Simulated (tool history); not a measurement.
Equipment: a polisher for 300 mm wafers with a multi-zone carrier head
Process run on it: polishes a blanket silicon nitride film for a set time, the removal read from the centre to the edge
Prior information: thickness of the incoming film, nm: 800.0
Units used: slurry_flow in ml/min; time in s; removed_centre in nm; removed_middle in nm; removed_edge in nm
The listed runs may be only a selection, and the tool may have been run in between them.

run	hour	slurry_flow	centre_zone	middle_zone	edge_zone	time	removed_centre	removed_middle	removed_edge
1	0	235	1	1	1	85	99.899	93.047	90.949
2	0.9	245	1.04	1.03	1.02	88	105.6	99.433	96.595
3	6	250	1.08	1.04	1	92	114.7	106.61	99.494
4	10.9	250	1.08	1.11	1	92	115.42	113.94	99.869
5	13.3	200	1.08	1.11	1	92	112.43	109.85	98.476
6	18.5	210	1.11	1.1	1	95	116.9	115.2	98.898
# hour 20: centre zone pressure recalibrated
7	20	210	1.11	1.1	1	95	113.17	109.49	100.46
8	25.9	240	1.13	1.09	0.99	97	118.51	114.39	103.07
9	33.5	240	1.13	1.09	0.99	97	118.34	115.51	101.82

Expected results for the next run?
10	39.2	250	1.15	1.05	0.95	102	?	?	?

removed_centre: 127.04 nm
removed_middle: 118.18 nm
removed_edge: 106.09 nm
